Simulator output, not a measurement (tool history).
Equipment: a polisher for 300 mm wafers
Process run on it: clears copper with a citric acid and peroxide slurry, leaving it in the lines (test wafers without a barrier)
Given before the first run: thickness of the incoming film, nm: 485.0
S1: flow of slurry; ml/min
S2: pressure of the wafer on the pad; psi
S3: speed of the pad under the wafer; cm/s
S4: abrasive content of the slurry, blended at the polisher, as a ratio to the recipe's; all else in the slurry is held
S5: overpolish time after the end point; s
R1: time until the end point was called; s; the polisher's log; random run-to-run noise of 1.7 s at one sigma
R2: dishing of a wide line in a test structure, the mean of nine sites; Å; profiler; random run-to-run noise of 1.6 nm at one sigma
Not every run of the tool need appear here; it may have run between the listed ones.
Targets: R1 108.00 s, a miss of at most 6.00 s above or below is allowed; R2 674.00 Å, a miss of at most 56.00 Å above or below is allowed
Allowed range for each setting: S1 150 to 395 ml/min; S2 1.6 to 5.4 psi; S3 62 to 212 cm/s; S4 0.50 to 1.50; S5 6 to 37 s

run  hour   S1   S2   S3    S4  S5      R1      R2
  1   0.0  250  3.5  136  1.00  19  137.53  503.29
  2   8.4  250  3.7  136  1.00  19  133.36  512.84
  3  11.5  250  3.9  136  1.00  19  127.50  544.31
  4  13.3  250  3.9  136  0.95  19  130.05  534.43
  5  19.9  250  4.1  136  0.95  19  123.66  551.68
  6  27.0  250  4.1  136  0.75  19  133.62  509.32
  7  27.6  250  4.3  136  0.75  19  126.77  511.34
  8  32.8  250  4.4  136  0.75  20  127.05  548.98
  9  40.8  250  4.6  136  0.75  20  125.86  591.91
 10  45.3  250  4.8  138  0.75  20  118.10  579.85
 11  46.5  250  4.9  138  0.75  20  115.58  619.81
 12  55.3  250  5.0  138  0.75  20  112.64  636.95

Consider the 4 candidate settings below. Which is the only one whose results all fall within their allowed miss of target?
  A  64.1  215  4.8  126  0.80  21   ?   ?
  B  64.1  280  5.2  148  0.80  15   ?   ?
  C  64.1  250  5.2  122  0.80  25   ?   ?
  D  64.1  285  5.4  150  0.55  21   ?   ?

move      R1      R2
   A  127.59  573.33
   B   99.12  534.66
   C  121.13  695.81
   D  109.98  653.04
A: lands further from the targets than the last run did
B: takes the result that was furthest off past its target
C: lands further from the targets than the last run did
D: meets every target
The right move is D.
